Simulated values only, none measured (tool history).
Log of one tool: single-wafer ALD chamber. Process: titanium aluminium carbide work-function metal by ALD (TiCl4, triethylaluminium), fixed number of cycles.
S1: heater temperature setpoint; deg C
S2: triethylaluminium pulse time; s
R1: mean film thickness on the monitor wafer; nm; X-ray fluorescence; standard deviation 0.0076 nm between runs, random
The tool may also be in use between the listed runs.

{"run": 1, "day": 0.0, "S1": 305, "S2": 7.15, "R1": 1.9758}
{"run": 2, "day": 0.142, "S1": 307, "S2": 7.36, "R1": 2.0112}
{"run": 3, "day": 0.333, "S1": 309, "S2": 7.5, "R1": 2.0353}
{"run": 4, "day": 0.625, "S1": 311, "S2": 7.64, "R1": 2.0623}
{"run": 5, "day": 0.871, "S1": 306, "S2": 7.64, "R1": 2.0152}
{"run": 6, "day": 1.171, "S1": 308, "S2": 7.79, "R1": 2.051}
{"run": 7, "day": 1.383, "S1": 310, "S2": 7.9, "R1": 2.081}
{"run": 8, "day": 1.417, "S1": 311, "S2": 7.98, "R1": 2.0936}
{"run": 9, "day": 1.492, "S1": 312, "S2": 8.05, "R1": 2.0948}
{"run": 10, "day": 1.621, "S1": 313, "S2": 8.16, "R1": 2.112}
{"run": 11, "day": 1.842, "S1": 313, "S2": 8.16, "R1": 2.098}
{"run": 12, "day": 2.171, "S1": 314, "S2": 8.32, "R1": 2.1324}
{"run": 13, "day": 2.267, "S1": 315, "S2": 8.39, "R1": 2.1268}
{"run": 14, "day": 2.429, "S1": 316, "S2": 8.51, "R1": 2.1546}

For run 15, what comes out?
{"run": 15, "day": 2.704, "S1": 317, "S2": 8.57, "R1": "?"}

Run 15 produced R1 2.1592 nm.

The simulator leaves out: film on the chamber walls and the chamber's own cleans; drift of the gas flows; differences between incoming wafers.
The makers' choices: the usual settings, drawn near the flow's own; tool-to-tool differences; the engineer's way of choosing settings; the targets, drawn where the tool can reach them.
